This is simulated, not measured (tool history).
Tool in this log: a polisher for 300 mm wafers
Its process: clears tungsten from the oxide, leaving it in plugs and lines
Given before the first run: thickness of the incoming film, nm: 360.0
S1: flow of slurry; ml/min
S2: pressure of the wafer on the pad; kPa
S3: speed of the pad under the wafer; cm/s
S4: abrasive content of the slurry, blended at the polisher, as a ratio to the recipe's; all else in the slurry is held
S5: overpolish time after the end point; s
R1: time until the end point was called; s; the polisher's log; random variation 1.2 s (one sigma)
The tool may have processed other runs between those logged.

{"run": 1, "hour": 0.0, "S1": 180, "S2": 31.7, "S3": 116, "S4": 1, "S5": 13, "R1": 48.734}
{"run": 2, "hour": 5.5, "S1": 180, "S2": 31, "S3": 116, "S4": 1, "S5": 13, "R1": 50.34}
{"run": 3, "hour": 11.3, "S1": 180, "S2": 30.3, "S3": 116, "S4": 1, "S5": 13, "R1": 51.627}
{"run": 4, "hour": 19.8, "S1": 180, "S2": 30.3, "S3": 116, "S4": 0.9, "S5": 13, "R1": 54.15}
{"run": 5, "hour": 21.8, "S1": 180, "S2": 30.3, "S3": 116, "S4": 1, "S5": 13, "R1": 51.989}
{"hour": 27.0, "done": "slurry blender recalibrated"}
{"run": 6, "hour": 27.0, "S1": 180, "S2": 29.6, "S3": 116, "S4": 1, "S5": 13, "R1": 48.864}
{"run": 7, "hour": 33.8, "S1": 180, "S2": 29.6, "S3": 112, "S4": 1, "S5": 13, "R1": 50.758}

The next listed run, before its measurement:
{"run": 8, "hour": 39.6, "S1": 180, "S2": 29.6, "S3": 112, "S4": 1, "S5": 13, "R1": "?"}

R1: 50.422 s

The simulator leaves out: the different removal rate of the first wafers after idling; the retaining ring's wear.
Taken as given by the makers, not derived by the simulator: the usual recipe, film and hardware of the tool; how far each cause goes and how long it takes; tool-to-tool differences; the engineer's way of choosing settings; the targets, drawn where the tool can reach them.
